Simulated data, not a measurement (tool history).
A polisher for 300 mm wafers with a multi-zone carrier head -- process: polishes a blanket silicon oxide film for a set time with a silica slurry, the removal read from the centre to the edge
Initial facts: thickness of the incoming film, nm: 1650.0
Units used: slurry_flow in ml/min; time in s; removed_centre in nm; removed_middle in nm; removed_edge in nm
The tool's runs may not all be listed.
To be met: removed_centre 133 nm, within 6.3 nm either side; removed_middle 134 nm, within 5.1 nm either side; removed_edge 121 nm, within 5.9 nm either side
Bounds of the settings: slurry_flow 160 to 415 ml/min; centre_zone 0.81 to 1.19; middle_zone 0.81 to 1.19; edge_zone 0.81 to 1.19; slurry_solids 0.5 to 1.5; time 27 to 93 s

run  hour  slurry_flow  centre_zone  middle_zone  edge_zone  slurry_solids  time  removed_centre  removed_middle  removed_edge
  1     0          265            1            1          1              1    59          177.29          175.94        175.69
  2   6.1          270            1         1.01       0.97            0.9    58          166.13          166.14        159.48
  3    15          230            1         1.01       0.97            0.9    58          160.37          163.83        156.21
  4  21.3          225            1            1       0.94           0.85    58          158.19          159.12        149.39
  5  25.9          225            1            1       0.94           1.05    58          167.57          171.72        161.75
  6  27.7          220         0.99         0.99       0.91           0.95    58          161.69          166.15        154.76
  7  31.2          215         0.99         0.99        0.9           0.85    58           155.1          155.75        152.97
  8  40.1          290         1.09         1.09       0.87            0.6    44          120.37          119.42        103.08
  9  43.2          290         1.09         1.09        0.9           0.65    44          122.94          122.04        109.73
 10  47.2          295          1.1          1.1       0.91           0.65    44          123.36          124.68        109.37
 11  48.6          300         1.11          1.1       0.93           0.65    44          127.32          125.03        109.67
 12    56          300          1.1          1.1       0.95            0.7    44          128.15          125.85        113.78
 13  60.3          305          1.1         1.11       0.96            0.7    44          131.24          129.38           112

Exercise: of the 4 proposed moves below, exactly one satisfies all targets within the stated allowed misses. Which move is it?
  A  64.6          270         0.93         0.93       0.97           0.65    55               ?               ?             ?
  B  64.6          290         0.99         0.88       0.87           0.95    51               ?               ?             ?
  C  64.6          320         1.05         1.01       0.96            0.7    46               ?               ?             ?
  D  64.6          350         1.04         1.06       0.93              1    42               ?               ?             ?

move  removed_centre  removed_middle  removed_edge
   A          131.42          131.75         138.4
   B          147.89             133        140.15
   C          129.48          122.97        119.49
   D          132.71          132.43        121.67
A: carries the result that was furthest off beyond its target, to the other side
B: carries the result that was furthest off beyond its target, to the other side
C: the furthest-off result lands on target, but another misses its tolerance
D: every result within its allowed miss
Answer: D
